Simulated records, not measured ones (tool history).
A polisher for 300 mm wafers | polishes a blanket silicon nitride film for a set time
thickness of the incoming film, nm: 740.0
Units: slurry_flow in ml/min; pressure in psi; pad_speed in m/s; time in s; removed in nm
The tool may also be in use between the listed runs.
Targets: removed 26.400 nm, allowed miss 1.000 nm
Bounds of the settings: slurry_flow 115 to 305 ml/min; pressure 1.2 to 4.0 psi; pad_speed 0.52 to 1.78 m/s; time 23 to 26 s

{"run": 1, "day": 0.0, "slurry_flow": 195, "pressure": 2.6, "pad_speed": 1.14, "time": 26, "removed": 36.028}
{"run": 2, "day": 0.233, "slurry_flow": 195, "pressure": 2.5, "pad_speed": 1.14, "time": 26, "removed": 35.537}
{"run": 3, "day": 0.496, "slurry_flow": 195, "pressure": 2.4, "pad_speed": 1.14, "time": 26, "removed": 34.977}
{"run": 4, "day": 0.754, "slurry_flow": 195, "pressure": 2.4, "pad_speed": 1.14, "time": 26, "removed": 34.831}
{"run": 5, "day": 0.904, "slurry_flow": 195, "pressure": 2.3, "pad_speed": 1.14, "time": 26, "removed": 33.574}
{"run": 6, "day": 0.971, "slurry_flow": 195, "pressure": 2.8, "pad_speed": 1.14, "time": 26, "removed": 37.877}
{"run": 7, "day": 1.188, "slurry_flow": 195, "pressure": 2.6, "pad_speed": 1.12, "time": 26, "removed": 35.327}
{"run": 8, "day": 1.308, "slurry_flow": 195, "pressure": 2.4, "pad_speed": 1.12, "time": 26, "removed": 34.032}
{"run": 9, "day": 1.471, "slurry_flow": 195, "pressure": 2.3, "pad_speed": 1.12, "time": 26, "removed": 32.986}

Which of these 5 next moves meets every target?
{"run": "A", "day": 1.633, "slurry_flow": 200, "pressure": 2.7, "pad_speed": 1.38, "time": 26, "removed": "?"}
{"run": "B", "day": 1.633, "slurry_flow": 170, "pressure": 2.6, "pad_speed": 1.44, "time": 24, "removed": "?"}
{"run": "C", "day": 1.633, "slurry_flow": 255, "pressure": 2.4, "pad_speed": 1.38, "time": 26, "removed": "?"}
{"run": "D", "day": 1.633, "slurry_flow": 210, "pressure": 3.0, "pad_speed": 0.72, "time": 23, "removed": "?"}
{"run": "E", "day": 1.633, "slurry_flow": 145, "pressure": 2.1, "pad_speed": 1.14, "time": 23, "removed": "?"}

move=A removed=43.078
move=B removed=39.174
move=C removed=41.351
move=D removed=24.376
move=E removed=26.652
A: further off than the last run
B: further off than the last run
C: further off than the last run
D: takes the result that was furthest off past its target
E: meets every target
Move E is the one to make.
